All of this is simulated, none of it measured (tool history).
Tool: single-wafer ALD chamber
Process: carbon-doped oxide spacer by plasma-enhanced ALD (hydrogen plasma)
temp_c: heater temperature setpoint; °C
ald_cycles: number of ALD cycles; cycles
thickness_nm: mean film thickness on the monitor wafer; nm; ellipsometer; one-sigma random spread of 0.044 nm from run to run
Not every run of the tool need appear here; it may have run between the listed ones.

run,day,temp_c,ald_cycles,thickness_nm
1,0,425,275,12.243
2,0.379,427,267,11.988
3,0.504,427,237,10.56
4,0.742,427,261,11.574
5,0.967,429,255,11.19
6,1.254,429,293,13.007
7,1.467,441,249,10.519

Run 8 is up next; what results do you expect?
8,1.8,447,233,?

{"run 8": {"thickness_nm": 9.5765}}
